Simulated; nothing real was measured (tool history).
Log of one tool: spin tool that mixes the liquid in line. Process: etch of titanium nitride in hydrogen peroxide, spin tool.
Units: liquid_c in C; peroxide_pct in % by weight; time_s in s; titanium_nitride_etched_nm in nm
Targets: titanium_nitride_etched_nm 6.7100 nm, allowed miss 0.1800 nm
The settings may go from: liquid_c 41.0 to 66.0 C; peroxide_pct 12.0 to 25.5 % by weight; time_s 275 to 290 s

Run 1, day 0.000: liquid_c 57.0 C, peroxide_pct 17.5 % by weight, time_s 275 s. Result: titanium_nitride_etched_nm 20.0500 nm.
Run 2, day 0.100: liquid_c 55.0 C, peroxide_pct 17.5 % by weight, time_s 275 s. Result: titanium_nitride_etched_nm 17.5100 nm.
Run 3, day 0.217: liquid_c 53.0 C, peroxide_pct 17.5 % by weight, time_s 275 s. Result: titanium_nitride_etched_nm 15.3630 nm.
Run 4, day 0.421: liquid_c 53.0 C, peroxide_pct 17.5 % by weight, time_s 275 s. Result: titanium_nitride_etched_nm 15.2420 nm.
Run 5, day 0.488: liquid_c 55.5 C, peroxide_pct 17.5 % by weight, time_s 275 s. Result: titanium_nitride_etched_nm 18.2260 nm.
Run 6, day 0.679: liquid_c 61.5 C, peroxide_pct 17.5 % by weight, time_s 275 s. Result: titanium_nitride_etched_nm 27.5420 nm.
Run 7, day 0.725: liquid_c 58.5 C, peroxide_pct 17.5 % by weight, time_s 275 s. Result: titanium_nitride_etched_nm 22.1590 nm.
Run 8, day 1.067: liquid_c 56.0 C, peroxide_pct 17.5 % by weight, time_s 275 s. Result: titanium_nitride_etched_nm 18.5730 nm.
Run 9, day 1.254: liquid_c 54.0 C, peroxide_pct 17.5 % by weight, time_s 275 s. Result: titanium_nitride_etched_nm 16.5300 nm.
At day 1.358: thermometer replaced.
Run 10, day 1.358: liquid_c 52.0 C, peroxide_pct 17.0 % by weight, time_s 275 s. Result: titanium_nitride_etched_nm 12.7170 nm.
Run 11, day 1.483: liquid_c 44.0 C, peroxide_pct 17.0 % by weight, time_s 275 s. Result: titanium_nitride_etched_nm 7.1039 nm.

5 next moves are on the table. One of them brings every result within its allowed miss. Which?
Run A, day 1.608: liquid_c 44.5 C, peroxide_pct 22.0 % by weight, time_s 275 s. Result: titanium_nitride_etched_nm ?.
Run B, day 1.608: liquid_c 43.5 C, peroxide_pct 17.0 % by weight, time_s 285 s. Result: titanium_nitride_etched_nm ?.
Run C, day 1.608: liquid_c 44.0 C, peroxide_pct 19.0 % by weight, time_s 290 s. Result: titanium_nitride_etched_nm ?.
Run D, day 1.608: liquid_c 45.5 C, peroxide_pct 17.5 % by weight, time_s 275 s. Result: titanium_nitride_etched_nm ?.
Run E, day 1.608: liquid_c 43.5 C, peroxide_pct 15.5 % by weight, time_s 275 s. Result: titanium_nitride_etched_nm ?.

move  titanium_nitride_etched_nm
   A                      7.8718
   B                      7.1627
   C                      7.7485
   D                      8.0755
   E                      6.7777
A: further off than the last run
B: further off than the last run
C: further off than the last run
D: further off than the last run
E: meets every target
Move E is the one to make.
